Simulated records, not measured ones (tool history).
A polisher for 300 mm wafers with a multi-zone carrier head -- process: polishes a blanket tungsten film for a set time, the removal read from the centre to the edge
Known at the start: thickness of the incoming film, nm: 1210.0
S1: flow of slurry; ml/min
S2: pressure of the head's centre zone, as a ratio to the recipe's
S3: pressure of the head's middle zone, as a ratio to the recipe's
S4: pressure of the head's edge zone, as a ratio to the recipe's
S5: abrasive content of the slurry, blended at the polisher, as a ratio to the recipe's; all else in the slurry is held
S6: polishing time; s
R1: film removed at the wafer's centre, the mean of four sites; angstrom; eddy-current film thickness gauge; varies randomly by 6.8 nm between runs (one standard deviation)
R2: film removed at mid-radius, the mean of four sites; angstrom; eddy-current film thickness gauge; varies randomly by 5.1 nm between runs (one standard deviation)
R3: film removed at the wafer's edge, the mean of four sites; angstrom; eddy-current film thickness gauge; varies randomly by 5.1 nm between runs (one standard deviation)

run 1 hour=0 | S1=170 S2=1 S3=1 S4=1 S5=1 S6=58 | R1=4813.8 R2=4795.8 R3=4717.7
run 2 hour=5.7 | S1=185 S2=0.98 S3=1.03 S4=1.04 S5=1.05 S6=58 | R1=4816.9 R2=5088.7 R3=5023.6
run 3 hour=8.6 | S1=185 S2=1.04 S3=1.03 S4=1.04 S5=1.05 S6=58 | R1=5125.5 R2=5106.1 R3=4930.3
run 4 hour=13 | S1=200 S2=1.01 S3=1.05 S4=1.06 S5=1.05 S6=58 | R1=5051.7 R2=5177.6 R3=5009
run 5 hour=13.8 | S1=200 S2=1.01 S3=1.05 S4=1.06 S5=1.05 S6=69 | R1=5941.2 R2=6186.7 R3=5975.3
run 6 hour=21.4 | S1=200 S2=1.01 S3=1.05 S4=1.06 S5=0.95 S6=69 | R1=5820.2 R2=6045 R3=5748.5
run 7 hour=23.4 | S1=185 S2=0.97 S3=1.05 S4=1.05 S5=0.9 S6=69 | R1=5476.6 R2=5789.8 R3=5631
run 8 hour=31.2 | S1=175 S2=0.94 S3=1.06 S4=1.04 S5=0.9 S6=69 | R1=5166.4 R2=5828.3 R3=5580.7

The next listed run, before its measurement:
run 9 hour=39.4 | S1=165 S2=0.93 S3=1.06 S4=1.03 S5=0.9 S6=69 | R1=? R2=? R3=?

Run 9 produced R1 5160.8 angstrom, R2 5724.6 angstrom, R3 5443.2 angstrom.
